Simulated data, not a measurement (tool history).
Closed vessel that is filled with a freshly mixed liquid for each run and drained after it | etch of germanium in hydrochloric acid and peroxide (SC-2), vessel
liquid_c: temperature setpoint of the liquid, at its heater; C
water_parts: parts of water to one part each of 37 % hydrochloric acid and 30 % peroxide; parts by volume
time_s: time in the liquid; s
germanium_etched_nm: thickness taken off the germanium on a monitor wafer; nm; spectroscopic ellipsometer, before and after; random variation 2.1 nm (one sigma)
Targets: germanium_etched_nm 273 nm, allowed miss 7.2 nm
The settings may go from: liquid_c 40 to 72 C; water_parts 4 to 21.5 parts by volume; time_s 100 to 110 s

| run | hour | liquid_c | water_parts | time_s | germanium_etched_nm |
|---|---|---|---|---|---|
| 1 | 0 | 56 | 12 | 100 | 210.71 |
| 2 | 0.9 | 56 | 15.5 | 100 | 206 |
| 3 | 7.6 | 57.5 | 15.5 | 100 | 217.13 |
| 4 | 10.5 | 57.5 | 15.5 | 100 | 215.76 |
| 5 | 19.3 | 58.5 | 15.5 | 100 | 220.09 |
| 6 | 21.2 | 63 | 15.5 | 100 | 252.47 |
| 7 | 24.2 | 63.5 | 15.5 | 100 | 258.41 |
| 8 | 25.9 | 64.5 | 15.5 | 100 | 264.05 |

5 next moves are on the table. One of them brings every result within its allowed miss. Which?
| A | 27.6 | 64 | 15 | 105 | ? |
| B | 27.6 | 67.5 | 15.5 | 100 | ? |
| C | 27.6 | 60.5 | 13 | 105 | ? |
| D | 27.6 | 62.5 | 20.5 | 105 | ? |
| E | 27.6 | 65 | 15.5 | 110 | ? |

| move | germanium_etched_nm |
|---|---|
| A | 277.62 |
| B | 289.96 |
| C | 256.66 |
| D | 249.99 |
| E | 297.45 |
A: meets every target
B: takes the result that was furthest off past its target
C: further off than the last run
D: further off than the last run
E: takes the result that was furthest off past its target
The right move is A.
